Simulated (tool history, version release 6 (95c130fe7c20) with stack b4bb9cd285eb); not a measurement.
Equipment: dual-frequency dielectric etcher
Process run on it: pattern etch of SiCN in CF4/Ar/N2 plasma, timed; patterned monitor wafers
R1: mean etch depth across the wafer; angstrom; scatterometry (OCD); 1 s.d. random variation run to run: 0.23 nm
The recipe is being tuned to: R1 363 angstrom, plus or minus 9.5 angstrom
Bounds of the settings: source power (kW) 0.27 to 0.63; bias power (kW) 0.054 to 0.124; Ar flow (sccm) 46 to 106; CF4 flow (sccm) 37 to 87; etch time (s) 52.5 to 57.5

Run 1, day 0: source power (kW) 0.45, bias power (kW) 0.089, Ar flow (sccm) 76, CF4 flow (sccm) 62, etch time (s) 57.5. Result: R1 559.38 angstrom.
Run 2, day 0.142: source power (kW) 0.42, bias power (kW) 0.086, Ar flow (sccm) 77, CF4 flow (sccm) 61, etch time (s) 57.5. Result: R1 513.49 angstrom.
Run 3, day 0.396: source power (kW) 0.39, bias power (kW) 0.085, Ar flow (sccm) 77, CF4 flow (sccm) 61, etch time (s) 57.5. Result: R1 480.35 angstrom.
Run 4, day 0.712: source power (kW) 0.45, bias power (kW) 0.085, Ar flow (sccm) 77, CF4 flow (sccm) 61, etch time (s) 57.5. Result: R1 550.04 angstrom.
Run 5, day 0.879: source power (kW) 0.45, bias power (kW) 0.085, Ar flow (sccm) 77, CF4 flow (sccm) 61, etch time (s) 57.5. Result: R1 549.69 angstrom.
Run 6, day 1.188: source power (kW) 0.45, bias power (kW) 0.079, Ar flow (sccm) 77, CF4 flow (sccm) 61, etch time (s) 57.5. Result: R1 533.3 angstrom.
Run 7, day 1.475: source power (kW) 0.45, bias power (kW) 0.079, Ar flow (sccm) 77, CF4 flow (sccm) 61, etch time (s) 57.5. Result: R1 533.84 angstrom.
Run 8, day 1.612: source power (kW) 0.42, bias power (kW) 0.078, Ar flow (sccm) 77, CF4 flow (sccm) 61, etch time (s) 57.5. Result: R1 498.46 angstrom.
Run 9, day 1.758: source power (kW) 0.4, bias power (kW) 0.077, Ar flow (sccm) 77, CF4 flow (sccm) 61, etch time (s) 57.5. Result: R1 475.04 angstrom.
Run 10, day 2.042: source power (kW) 0.38, bias power (kW) 0.076, Ar flow (sccm) 77, CF4 flow (sccm) 61, etch time (s) 57.5. Result: R1 449.24 angstrom.
Run 11, day 2.258: source power (kW) 0.36, bias power (kW) 0.076, Ar flow (sccm) 77, CF4 flow (sccm) 61, etch time (s) 57.5. Result: R1 430.04 angstrom.
Run 12, day 2.562: source power (kW) 0.35, bias power (kW) 0.076, Ar flow (sccm) 77, CF4 flow (sccm) 61, etch time (s) 57.5. Result: R1 426.81 angstrom.
Run 13, day 2.788: source power (kW) 0.27, bias power (kW) 0.07, Ar flow (sccm) 79, CF4 flow (sccm) 60, etch time (s) 57. Result: R1 325.97 angstrom.
Run 14, day 3.108: source power (kW) 0.28, bias power (kW) 0.07, Ar flow (sccm) 79, CF4 flow (sccm) 60, etch time (s) 57. Result: R1 334.29 angstrom.
Run 15, day 3.275: source power (kW) 0.33, bias power (kW) 0.071, Ar flow (sccm) 79, CF4 flow (sccm) 60, etch time (s) 57. Result: R1 389.18 angstrom.

Exactly one of the 5 candidate moves below puts every result within its allowed miss. Which one?
Run A, day 3.442: source power (kW) 0.29, bias power (kW) 0.086, Ar flow (sccm) 85, CF4 flow (sccm) 60, etch time (s) 57.5. Result: R1 ?.
Run B, day 3.442: source power (kW) 0.32, bias power (kW) 0.081, Ar flow (sccm) 86, CF4 flow (sccm) 56, etch time (s) 57.5. Result: R1 ?.
Run C, day 3.442: source power (kW) 0.32, bias power (kW) 0.066, Ar flow (sccm) 74, CF4 flow (sccm) 60, etch time (s) 57.5. Result: R1 ?.
Run D, day 3.442: source power (kW) 0.31, bias power (kW) 0.084, Ar flow (sccm) 93, CF4 flow (sccm) 81, etch time (s) 57.5. Result: R1 ?.
Run E, day 3.442: source power (kW) 0.38, bias power (kW) 0.067, Ar flow (sccm) 80, CF4 flow (sccm) 45, etch time (s) 52.5. Result: R1 ?.

move      R1
   A  361.67
   B  383.72
   C  376.41
   D  387.89
   E  382.13
A: each result inside its tolerance
B: moves toward the targets from the last run without getting all of them in spec
C: moves toward the targets from the last run without getting all of them in spec
D: just as far off the targets as the last run
E: moves toward the targets from the last run without getting all of them in spec
A is the move that brings every result within its allowed miss.

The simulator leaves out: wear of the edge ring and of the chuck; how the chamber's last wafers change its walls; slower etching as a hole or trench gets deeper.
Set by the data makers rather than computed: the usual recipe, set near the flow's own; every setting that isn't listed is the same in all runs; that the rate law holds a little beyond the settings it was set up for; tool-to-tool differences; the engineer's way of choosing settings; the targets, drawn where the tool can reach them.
